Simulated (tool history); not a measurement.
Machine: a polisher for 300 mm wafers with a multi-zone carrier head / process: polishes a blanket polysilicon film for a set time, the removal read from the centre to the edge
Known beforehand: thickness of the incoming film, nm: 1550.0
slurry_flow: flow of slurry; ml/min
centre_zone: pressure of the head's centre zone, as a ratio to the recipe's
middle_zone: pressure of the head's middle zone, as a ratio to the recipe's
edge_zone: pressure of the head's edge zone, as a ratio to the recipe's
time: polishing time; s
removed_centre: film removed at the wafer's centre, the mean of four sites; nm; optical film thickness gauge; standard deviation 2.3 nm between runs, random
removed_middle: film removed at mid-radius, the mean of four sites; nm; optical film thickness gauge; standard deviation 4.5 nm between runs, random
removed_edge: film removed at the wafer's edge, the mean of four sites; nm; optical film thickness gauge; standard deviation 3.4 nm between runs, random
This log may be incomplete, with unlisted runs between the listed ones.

run	day	slurry_flow	centre_zone	middle_zone	edge_zone	time	removed_centre	removed_middle	removed_edge
1	0.000	300	1.00	1.00	1.00	53	445.32	446.29	423.58
2	0.338	300	1.00	1.00	1.00	42	352.68	344.39	344.55
3	0.421	300	1.00	1.00	1.06	42	356.37	352.00	348.24
4	0.750	300	1.06	1.00	1.06	42	369.27	347.90	350.15
5	0.912	300	1.06	1.00	0.99	42	378.38	360.44	340.56
6	1.042	300	0.98	1.00	0.99	42	345.92	350.52	338.26
7	1.383	295	0.93	1.00	0.98	41	320.42	336.65	331.16
8	1.650	285	0.90	1.00	0.97	41	310.28	347.59	319.40
9	1.975	275	0.82	0.91	1.05	39	265.26	302.17	324.11
10	2.229	280	0.83	0.93	1.04	39	270.05	301.50	323.76

The next listed run, before its measurement:
11	2.338	280	0.84	0.95	1.03	39	?	?	?

removed_centre: 271.07 nm
removed_middle: 308.73 nm
removed_edge: 314.50 nm
